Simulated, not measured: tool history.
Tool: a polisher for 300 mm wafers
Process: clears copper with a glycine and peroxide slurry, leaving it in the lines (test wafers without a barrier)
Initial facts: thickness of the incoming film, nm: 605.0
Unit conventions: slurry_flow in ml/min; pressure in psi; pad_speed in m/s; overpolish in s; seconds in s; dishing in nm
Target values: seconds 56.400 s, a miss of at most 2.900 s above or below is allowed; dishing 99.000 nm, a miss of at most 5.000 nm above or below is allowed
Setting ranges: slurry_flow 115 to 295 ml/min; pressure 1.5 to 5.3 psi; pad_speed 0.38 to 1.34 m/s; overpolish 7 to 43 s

{"run": 1, "hour": 0.0, "slurry_flow": 190, "pressure": 3.4, "pad_speed": 0.86, "overpolish": 22, "seconds": 100.36, "dishing": 66.745}
{"run": 2, "hour": 8.1, "slurry_flow": 190, "pressure": 3.6, "pad_speed": 0.88, "overpolish": 22, "seconds": 94.056, "dishing": 68.394}
{"run": 3, "hour": 12.3, "slurry_flow": 190, "pressure": 3.9, "pad_speed": 0.88, "overpolish": 22, "seconds": 87.768, "dishing": 72.743}
{"run": 4, "hour": 13.9, "slurry_flow": 190, "pressure": 4.0, "pad_speed": 0.9, "overpolish": 22, "seconds": 82.768, "dishing": 74.194}
{"run": 5, "hour": 17.4, "slurry_flow": 190, "pressure": 3.6, "pad_speed": 0.9, "overpolish": 22, "seconds": 93.107, "dishing": 68.735}
{"run": 6, "hour": 23.0, "slurry_flow": 190, "pressure": 3.8, "pad_speed": 0.9, "overpolish": 22, "seconds": 87.753, "dishing": 69.753}
{"run": 7, "hour": 27.2, "slurry_flow": 190, "pressure": 4.0, "pad_speed": 0.9, "overpolish": 23, "seconds": 80.744, "dishing": 74.124}
{"run": 8, "hour": 31.4, "slurry_flow": 190, "pressure": 4.1, "pad_speed": 0.9, "overpolish": 24, "seconds": 82.545, "dishing": 79.192}
{"hour": 37.3, "done": "slurry nozzle cleaned"}
{"run": 9, "hour": 37.3, "slurry_flow": 190, "pressure": 4.2, "pad_speed": 0.9, "overpolish": 24, "seconds": 74.001, "dishing": 81.031}
{"run": 10, "hour": 45.4, "slurry_flow": 190, "pressure": 4.3, "pad_speed": 0.9, "overpolish": 24, "seconds": 72.966, "dishing": 81.33}
{"run": 11, "hour": 52.8, "slurry_flow": 190, "pressure": 4.3, "pad_speed": 0.9, "overpolish": 24, "seconds": 72.195, "dishing": 83.233}
{"run": 12, "hour": 54.5, "slurry_flow": 190, "pressure": 4.4, "pad_speed": 0.9, "overpolish": 24, "seconds": 70.879, "dishing": 81.478}
{"run": 13, "hour": 62.4, "slurry_flow": 190, "pressure": 4.5, "pad_speed": 0.9, "overpolish": 24, "seconds": 70.712, "dishing": 86.415}
{"run": 14, "hour": 71.3, "slurry_flow": 190, "pressure": 4.5, "pad_speed": 0.9, "overpolish": 24, "seconds": 71.726, "dishing": 85.35}
{"run": 15, "hour": 75.7, "slurry_flow": 190, "pressure": 4.6, "pad_speed": 0.9, "overpolish": 24, "seconds": 69.673, "dishing": 82.788}
{"run": 16, "hour": 81.2, "slurry_flow": 190, "pressure": 4.7, "pad_speed": 0.9, "overpolish": 24, "seconds": 67.613, "dishing": 84.04}
{"run": 17, "hour": 82.1, "slurry_flow": 190, "pressure": 4.8, "pad_speed": 0.9, "overpolish": 24, "seconds": 64.957, "dishing": 85.122}
{"run": 18, "hour": 90.8, "slurry_flow": 190, "pressure": 5.0, "pad_speed": 0.92, "overpolish": 26, "seconds": 60.444, "dishing": 91.075}

Which one of the following 4 next-run settings gets every result inside its allowed miss? There is exactly one.
{"run": "A", "hour": 99.5, "slurry_flow": 170, "pressure": 4.8, "pad_speed": 0.9, "overpolish": 26, "seconds": "?", "dishing": "?"}
{"run": "B", "hour": 99.5, "slurry_flow": 210, "pressure": 5.3, "pad_speed": 0.94, "overpolish": 30, "seconds": "?", "dishing": "?"}
{"run": "C", "hour": 99.5, "slurry_flow": 180, "pressure": 4.9, "pad_speed": 0.92, "overpolish": 22, "seconds": "?", "dishing": "?"}
{"run": "D", "hour": 99.5, "slurry_flow": 235, "pressure": 4.9, "pad_speed": 0.88, "overpolish": 26, "seconds": "?", "dishing": "?"}

move=A seconds=65.805 dishing=88.414
move=B seconds=56.173 dishing=98.302
move=C seconds=62.801 dishing=84.079
move=D seconds=62.830 dishing=90.249
A: misses by more than the last run did
B: hits every target within its allowed miss
C: misses by more than the last run did
D: misses by more than the last run did
The right move is B.
